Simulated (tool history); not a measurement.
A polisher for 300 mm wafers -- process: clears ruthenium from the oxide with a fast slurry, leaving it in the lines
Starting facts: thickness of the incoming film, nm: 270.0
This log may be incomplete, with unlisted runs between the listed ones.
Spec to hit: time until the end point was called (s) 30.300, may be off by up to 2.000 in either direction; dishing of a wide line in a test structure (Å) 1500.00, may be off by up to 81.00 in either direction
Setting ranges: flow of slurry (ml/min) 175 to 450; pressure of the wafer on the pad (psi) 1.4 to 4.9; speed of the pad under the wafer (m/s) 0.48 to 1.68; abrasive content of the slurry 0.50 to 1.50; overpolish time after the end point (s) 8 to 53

run	hour	flow of slurry (ml/min)	pressure of the wafer on the pad (psi)	speed of the pad under the wafer (m/s)	abrasive content of the slurry	overpolish time after the end point (s)	time until the end point was called (s)	dishing of a wide line in a test structure (Å)
1	0.0	290	3.1	1.08	1.00	27	61.824	815.37
2	5.4	290	3.6	1.14	1.00	27	52.426	941.42
3	10.6	290	4.0	1.22	1.00	27	42.899	1074.00
4	12.1	290	4.0	1.22	0.90	27	44.832	1057.70
5	20.1	290	4.3	1.28	0.90	28	39.996	1172.30
6	26.1	290	4.5	1.32	0.90	28	36.536	1214.80
7	32.5	290	4.6	1.36	0.90	29	35.650	1302.00
8	35.1	290	4.7	1.40	0.90	29	33.493	1281.90

4 next moves are on the table. One of them brings every result within its allowed miss. Which?
A	37.7	280	4.9	1.36	1.05	33	?	?
B	37.7	330	4.1	1.34	0.95	25	?	?
C	37.7	245	3.8	1.54	1.00	26	?	?
D	37.7	245	4.8	1.34	0.75	35	?	?

move	time until the end point was called (s)	dishing of a wide line in a test structure (Å)
A	30.082	1567.90
B	37.434	1138.90
C	35.344	1218.90
D	36.840	1440.40
A: each result inside its tolerance
B: lands further from the targets than the last run did
C: lands further from the targets than the last run did
D: gets the furthest-off result to its target, but another result is out of tolerance
The right move is A.

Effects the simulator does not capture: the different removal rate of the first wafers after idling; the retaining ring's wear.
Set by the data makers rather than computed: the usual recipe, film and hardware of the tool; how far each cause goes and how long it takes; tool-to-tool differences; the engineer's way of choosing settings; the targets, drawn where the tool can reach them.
